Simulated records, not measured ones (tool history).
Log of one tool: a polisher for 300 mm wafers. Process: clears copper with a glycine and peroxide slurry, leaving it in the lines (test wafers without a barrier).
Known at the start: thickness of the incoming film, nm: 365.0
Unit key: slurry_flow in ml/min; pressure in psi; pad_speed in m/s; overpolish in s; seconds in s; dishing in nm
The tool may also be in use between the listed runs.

run 1 hour=0.0 | slurry_flow=290 pressure=1.9 pad_speed=1.28 overpolish=13 | seconds=64.845 dishing=40.999
run 2 hour=4.5 | slurry_flow=290 pressure=1.9 pad_speed=1.06 overpolish=13 | seconds=75.918 dishing=37.375
run 3 hour=5.8 | slurry_flow=290 pressure=2.1 pad_speed=1.06 overpolish=13 | seconds=68.262 dishing=38.870
run 4 hour=11.5 | slurry_flow=290 pressure=2.2 pad_speed=1.06 overpolish=14 | seconds=65.837 dishing=43.758
run 5 hour=20.2 | slurry_flow=290 pressure=2.3 pad_speed=1.06 overpolish=14 | seconds=64.279 dishing=45.429
run 6 hour=23.6 | slurry_flow=290 pressure=2.3 pad_speed=1.06 overpolish=19 | seconds=64.642 dishing=56.405
run 7 hour=30.8 | slurry_flow=290 pressure=2.4 pad_speed=1.06 overpolish=18 | seconds=60.970 dishing=58.947
run 8 hour=33.6 | slurry_flow=290 pressure=2.4 pad_speed=1.06 overpolish=17 | seconds=61.060 dishing=52.905
run 9 hour=35.8 | slurry_flow=290 pressure=2.4 pad_speed=1.06 overpolish=17 | seconds=62.563 dishing=53.295
run 10 hour=39.3 | slurry_flow=290 pressure=2.5 pad_speed=1.06 overpolish=17 | seconds=58.523 dishing=57.226

Estimate the outcome of run 11 from the log above:
run 11 hour=40.5 | slurry_flow=290 pressure=2.5 pad_speed=1.06 overpolish=16 | seconds=? dishing=?

{"run 11": {"seconds": 59.181, "dishing": 52.222}}

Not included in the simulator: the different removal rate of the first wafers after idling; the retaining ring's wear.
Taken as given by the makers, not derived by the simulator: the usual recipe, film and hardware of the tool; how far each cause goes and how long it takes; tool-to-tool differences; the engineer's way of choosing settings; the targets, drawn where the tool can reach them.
